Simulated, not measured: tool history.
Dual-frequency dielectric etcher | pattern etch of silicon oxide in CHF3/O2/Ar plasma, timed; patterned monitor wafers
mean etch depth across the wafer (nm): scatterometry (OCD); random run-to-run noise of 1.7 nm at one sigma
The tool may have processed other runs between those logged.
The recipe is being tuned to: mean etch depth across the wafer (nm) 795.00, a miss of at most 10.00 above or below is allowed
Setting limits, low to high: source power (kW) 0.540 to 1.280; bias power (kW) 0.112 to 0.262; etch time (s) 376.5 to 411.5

| run | day | source power (kW) | bias power (kW) | etch time (s) | mean etch depth across the wafer (nm) |
|---|---|---|---|---|---|
| 1 | 0.000 | 0.910 | 0.187 | 411.5 | 974.42 |
| 2 | 0.275 | 0.910 | 0.201 | 411.5 | 999.18 |
| 3 | 0.429 | 1.040 | 0.201 | 411.5 | 1050.20 |
| 4 | 0.638 | 1.190 | 0.201 | 411.5 | 1101.50 |
| 5 | 0.867 | 1.190 | 0.214 | 411.5 | 1127.70 |
|  | 0.971 | bias power generator calibrated |
| 6 | 0.971 | 1.250 | 0.214 | 411.5 | 1132.00 |
| 7 | 1.067 | 1.070 | 0.176 | 376.5 | 908.23 |
| 8 | 1.288 | 0.990 | 0.175 | 376.5 | 880.87 |
| 9 | 1.383 | 0.930 | 0.174 | 376.5 | 856.08 |
| 10 | 1.600 | 0.890 | 0.173 | 376.5 | 842.46 |

Next run, 4 choices. One meets every target within its allowed miss, the rest don't. Which?
| A | 1.817 | 0.730 | 0.144 | 411.5 | ? |
| B | 1.817 | 0.570 | 0.214 | 392.0 | ? |
| C | 1.817 | 0.780 | 0.181 | 386.0 | ? |
| D | 1.817 | 0.710 | 0.140 | 410.5 | ? |

| move | mean etch depth across the wafer (nm) |
|---|---|
| A | 797.62 |
| B | 820.05 |
| C | 839.83 |
| D | 778.97 |
A: each result inside its tolerance
B: closer than the last run, but not yet in spec
C: closer than the last run, but not yet in spec
D: moves the result that the last run missed by most past its target, out the other side
Answer: A
